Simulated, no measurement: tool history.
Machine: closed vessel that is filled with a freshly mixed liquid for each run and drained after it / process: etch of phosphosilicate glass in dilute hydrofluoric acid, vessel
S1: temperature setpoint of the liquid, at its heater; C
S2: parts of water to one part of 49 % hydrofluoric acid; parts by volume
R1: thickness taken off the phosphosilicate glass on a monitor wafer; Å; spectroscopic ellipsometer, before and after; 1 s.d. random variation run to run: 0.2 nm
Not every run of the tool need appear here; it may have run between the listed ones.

run 1 hour=0 | S1=24 S2=290 time_in_the_liquid_(s)=40 | R1=108.96
run 2 hour=6 | S1=24 S2=290 time_in_the_liquid_(s)=30 | R1=80.649
run 3 hour=9.2 | S1=24 S2=205 time_in_the_liquid_(s)=30 | R1=125.72
run 4 hour=18.2 | S1=24 S2=130 time_in_the_liquid_(s)=30 | R1=214.29
run 5 hour=20.4 | S1=24 S2=130 time_in_the_liquid_(s)=30 | R1=214.42
run 6 hour=23.2 | S1=26 S2=125 time_in_the_liquid_(s)=30 | R1=245.49

Predict the results of run 7:
run 7 hour=25.9 | S1=27 S2=125 time_in_the_liquid_(s)=30 | R1=?

R1: 253.6 Å
